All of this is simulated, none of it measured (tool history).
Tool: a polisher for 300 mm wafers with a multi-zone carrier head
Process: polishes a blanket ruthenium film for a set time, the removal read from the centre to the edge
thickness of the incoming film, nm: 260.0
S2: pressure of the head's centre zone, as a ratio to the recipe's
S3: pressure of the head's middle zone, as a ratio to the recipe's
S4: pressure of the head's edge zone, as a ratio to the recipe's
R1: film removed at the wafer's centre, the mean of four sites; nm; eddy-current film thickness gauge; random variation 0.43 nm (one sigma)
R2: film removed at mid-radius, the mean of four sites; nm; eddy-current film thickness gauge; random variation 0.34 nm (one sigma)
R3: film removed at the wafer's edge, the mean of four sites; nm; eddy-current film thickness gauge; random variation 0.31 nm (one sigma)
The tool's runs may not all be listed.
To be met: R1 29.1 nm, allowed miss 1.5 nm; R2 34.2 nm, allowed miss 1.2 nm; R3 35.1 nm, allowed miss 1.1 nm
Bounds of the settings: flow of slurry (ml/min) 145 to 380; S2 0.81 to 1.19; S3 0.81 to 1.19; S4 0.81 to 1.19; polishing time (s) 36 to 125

Run 1, hour 0: flow of slurry (ml/min) 245, S2 1, S3 1, S4 1, polishing time (s) 80. Result: R1 60.279 nm, R2 60.164 nm, R3 58.85 nm.
Run 2, hour 1.5: flow of slurry (ml/min) 230, S2 0.95, S3 0.98, S4 1, polishing time (s) 69. Result: R1 47.27 nm, R2 51.368 nm, R3 49.78 nm.
Run 3, hour 7.8: flow of slurry (ml/min) 220, S2 0.92, S3 0.94, S4 0.99, polishing time (s) 63. Result: R1 43.422 nm, R2 44.246 nm, R3 45.499 nm.
Run 4, hour 15.6: flow of slurry (ml/min) 220, S2 0.92, S3 0.89, S4 0.99, polishing time (s) 63. Result: R1 42.205 nm, R2 41.767 nm, R3 45.219 nm.
Run 5, hour 19.2: flow of slurry (ml/min) 220, S2 0.92, S3 0.89, S4 1.04, polishing time (s) 63. Result: R1 42.114 nm, R2 41.807 nm, R3 46.543 nm.
Run 6, hour 22.6: flow of slurry (ml/min) 210, S2 0.89, S3 0.91, S4 1.03, polishing time (s) 58. Result: R1 37.715 nm, R2 39.535 nm, R3 42.743 nm.
Run 7, hour 28.2: flow of slurry (ml/min) 200, S2 0.87, S3 0.92, S4 1.02, polishing time (s) 55. Result: R1 34.482 nm, R2 37.368 nm, R3 40.287 nm.
Run 8, hour 33.4: flow of slurry (ml/min) 190, S2 0.85, S3 0.93, S4 1, polishing time (s) 54. Result: R1 32.831 nm, R2 36.337 nm, R3 38.834 nm.
Run 9, hour 42.4: flow of slurry (ml/min) 180, S2 0.84, S3 0.94, S4 0.98, polishing time (s) 53. Result: R1 31.431 nm, R2 35.403 nm, R3 37.604 nm.
Run 10, hour 44.2: flow of slurry (ml/min) 175, S2 0.83, S3 0.95, S4 0.96, polishing time (s) 53. Result: R1 30.195 nm, R2 35.936 nm, R3 36.941 nm.
Run 11, hour 50.8: flow of slurry (ml/min) 170, S2 0.83, S3 0.94, S4 0.94, polishing time (s) 53. Result: R1 30.317 nm, R2 35.53 nm, R3 36.521 nm.

Which of these 4 next moves meets every target?
Run A, hour 57.4: flow of slurry (ml/min) 170, S2 0.82, S3 0.94, S4 0.94, polishing time (s) 51. Result: R1 ?, R2 ?, R3 ?.
Run B, hour 57.4: flow of slurry (ml/min) 145, S2 0.82, S3 0.83, S4 0.9, polishing time (s) 59. Result: R1 ?, R2 ?, R3 ?.
Run C, hour 57.4: flow of slurry (ml/min) 155, S2 0.89, S3 0.92, S4 0.92, polishing time (s) 53. Result: R1 ?, R2 ?, R3 ?.
Run D, hour 57.4: flow of slurry (ml/min) 175, S2 0.81, S3 0.91, S4 0.95, polishing time (s) 55. Result: R1 ?, R2 ?, R3 ?.

move      R1      R2      R3
   A  28.805  34.369  34.831
   B  31.986  34.623  38.559
   C  31.793  34.385  35.342
   D  30.875  36.284  37.922
A: meets every target
B: further off than the last run
C: brings the result that was furthest off to its target, and leaves another outside
D: further off than the last run
Move A is the one to make.

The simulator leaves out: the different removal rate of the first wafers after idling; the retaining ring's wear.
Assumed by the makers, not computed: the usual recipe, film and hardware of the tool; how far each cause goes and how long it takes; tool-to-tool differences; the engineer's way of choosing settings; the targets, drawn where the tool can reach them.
